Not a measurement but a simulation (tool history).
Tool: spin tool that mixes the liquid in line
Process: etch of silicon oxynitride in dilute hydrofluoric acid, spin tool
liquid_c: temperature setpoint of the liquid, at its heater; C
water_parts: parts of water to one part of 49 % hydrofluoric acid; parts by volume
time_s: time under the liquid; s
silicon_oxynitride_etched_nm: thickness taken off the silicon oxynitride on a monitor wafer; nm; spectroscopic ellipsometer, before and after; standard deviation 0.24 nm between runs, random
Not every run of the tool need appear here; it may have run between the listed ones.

run  hour  liquid_c  water_parts  time_s  silicon_oxynitride_etched_nm
  1   0.0      24.0          125     280                       10.2570
  2   3.1      25.0          115     280                       11.6750
  3   4.5      28.0          115     280                       13.4250
  4  12.5      28.0          155     280                        9.7545
  5  15.0      28.5          145     280                       10.6280
  6  19.0      31.5          145     280                       12.1320
  7  27.6      31.5          135     280                       13.3360

Forecast run 8:
  8  32.0      31.5          125     280                             ?

silicon_oxynitride_etched_nm: 14.2600 nm
